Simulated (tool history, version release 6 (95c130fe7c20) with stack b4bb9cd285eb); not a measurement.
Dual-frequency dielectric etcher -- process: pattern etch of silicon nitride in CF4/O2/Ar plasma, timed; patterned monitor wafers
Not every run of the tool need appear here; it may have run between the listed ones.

run  hour  source power (W)  bias power (W)  Ar flow (sccm)  CF4 flow (sccm)  etch time (s)  mean etch depth across the wafer (nm)
  1     0               410              56              99              134            218                                 356.44
  2   1.4               410              60              99              134            218                                 376.09
  3   7.9               370              60              99              134            218                                 350.87
  4   9.6               370              64              99              134            218                                 362.52
  5  14.6               370              64              99              113            218                                 355.79
  6  20.5               340              63              99              113            218                                 334.71
  7  21.2               320              63              99              113            218                                 324.36

Run 8 is up next; what results do you expect?
  8  24.9               250              62             100              112            218                                      ?

{"run 8": {"mean etch depth across the wafer (nm)": 272.53}}

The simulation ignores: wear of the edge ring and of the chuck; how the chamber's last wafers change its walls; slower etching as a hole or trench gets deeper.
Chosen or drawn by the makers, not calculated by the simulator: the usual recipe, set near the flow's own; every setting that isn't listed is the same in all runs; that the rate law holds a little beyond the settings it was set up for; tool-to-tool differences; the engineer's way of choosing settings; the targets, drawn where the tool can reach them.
